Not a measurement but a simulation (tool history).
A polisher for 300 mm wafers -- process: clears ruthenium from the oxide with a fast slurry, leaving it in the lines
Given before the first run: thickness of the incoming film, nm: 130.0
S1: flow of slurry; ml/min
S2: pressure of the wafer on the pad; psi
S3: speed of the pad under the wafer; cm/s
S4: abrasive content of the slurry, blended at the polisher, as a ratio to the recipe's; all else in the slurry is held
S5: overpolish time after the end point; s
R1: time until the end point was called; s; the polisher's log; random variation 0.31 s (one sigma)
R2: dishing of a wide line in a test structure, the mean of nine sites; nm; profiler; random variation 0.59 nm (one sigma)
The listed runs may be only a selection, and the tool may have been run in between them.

run    day   S1   S2  S3   S4  S5      R1      R2
  1  0.000  210  3.2  92  1.0   9  30.332  31.379
  2  0.079  210  3.2  92  1.0  12  30.984  41.480
  3  0.267  215  3.3  92  1.0  13  29.815  44.997
  4  0.325  215  2.9  92  1.0  13  34.113  41.651
  5  0.354  215  3.3  92  1.0  13  29.629  45.560
  6  0.538  235  3.3  92  1.0  13  29.843  44.726
  7  0.612  230  3.3  92  1.0  13  29.500  44.490

For run 8, what comes out?
  8  0.650  225  3.3  92  1.0  13   ?   ?

{"run 8": {"R1": 29.857, "R2": 45.707}}

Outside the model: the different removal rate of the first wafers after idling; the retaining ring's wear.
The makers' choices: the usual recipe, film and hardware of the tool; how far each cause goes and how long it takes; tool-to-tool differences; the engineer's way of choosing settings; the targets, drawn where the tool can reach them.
